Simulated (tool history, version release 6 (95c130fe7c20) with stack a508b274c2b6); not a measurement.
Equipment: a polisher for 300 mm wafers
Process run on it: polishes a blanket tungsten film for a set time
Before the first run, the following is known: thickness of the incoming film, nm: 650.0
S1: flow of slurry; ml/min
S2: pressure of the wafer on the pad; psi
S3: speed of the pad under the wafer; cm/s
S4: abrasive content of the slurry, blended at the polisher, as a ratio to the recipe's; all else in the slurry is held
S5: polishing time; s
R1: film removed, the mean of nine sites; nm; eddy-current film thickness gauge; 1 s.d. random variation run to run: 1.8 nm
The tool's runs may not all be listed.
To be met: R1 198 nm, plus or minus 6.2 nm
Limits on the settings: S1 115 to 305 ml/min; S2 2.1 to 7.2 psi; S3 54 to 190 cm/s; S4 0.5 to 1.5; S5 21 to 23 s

{"run": 1, "hour": 0.0, "S1": 195, "S2": 4.6, "S3": 122, "S4": 1, "S5": 23, "R1": 148.61}
{"run": 2, "hour": 6.9, "S1": 200, "S2": 4.8, "S3": 122, "S4": 1, "S5": 23, "R1": 153.85}
{"run": 3, "hour": 12.0, "S1": 200, "S2": 4.8, "S3": 122, "S4": 1, "S5": 23, "R1": 154.46}
{"run": 4, "hour": 18.7, "S1": 200, "S2": 3.8, "S3": 122, "S4": 1, "S5": 23, "R1": 130.49}
{"run": 5, "hour": 21.1, "S1": 200, "S2": 3.8, "S3": 134, "S4": 1, "S5": 23, "R1": 143.45}
{"run": 6, "hour": 22.6, "S1": 200, "S2": 3.8, "S3": 144, "S4": 1, "S5": 23, "R1": 154.71}
{"run": 7, "hour": 30.8, "S1": 205, "S2": 4, "S3": 144, "S4": 1, "S5": 23, "R1": 158.95}
{"run": 8, "hour": 37.1, "S1": 205, "S2": 4.2, "S3": 144, "S4": 1, "S5": 23, "R1": 165.18}
{"run": 9, "hour": 43.9, "S1": 205, "S2": 4.3, "S3": 144, "S4": 1, "S5": 23, "R1": 165.75}

Which single option among these 5 for the next run brings every result within its allowed miss of target? Just one does.
{"run": "A", "hour": 50.7, "S1": 210, "S2": 5, "S3": 146, "S4": 1.15, "S5": 23, "R1": "?"}
{"run": "B", "hour": 50.7, "S1": 225, "S2": 4.8, "S3": 140, "S4": 1, "S5": 23, "R1": "?"}
{"run": "C", "hour": 50.7, "S1": 195, "S2": 3.9, "S3": 154, "S4": 1, "S5": 22, "R1": "?"}
{"run": "D", "hour": 50.7, "S1": 175, "S2": 3.9, "S3": 158, "S4": 1.05, "S5": 21, "R1": "?"}
{"run": "E", "hour": 50.7, "S1": 220, "S2": 3.7, "S3": 132, "S4": 0.95, "S5": 21, "R1": "?"}

move=A R1=196.14
move=B R1=178.99
move=C R1=160.23
move=D R1=156.48
move=E R1=127.37
A: every result lands within tolerance
B: nearer the targets than the last run, but a result is still out of spec
C: the biggest miss grows against the last run
D: the biggest miss grows against the last run
E: the biggest miss grows against the last run
Correct choice: A, which meets every target
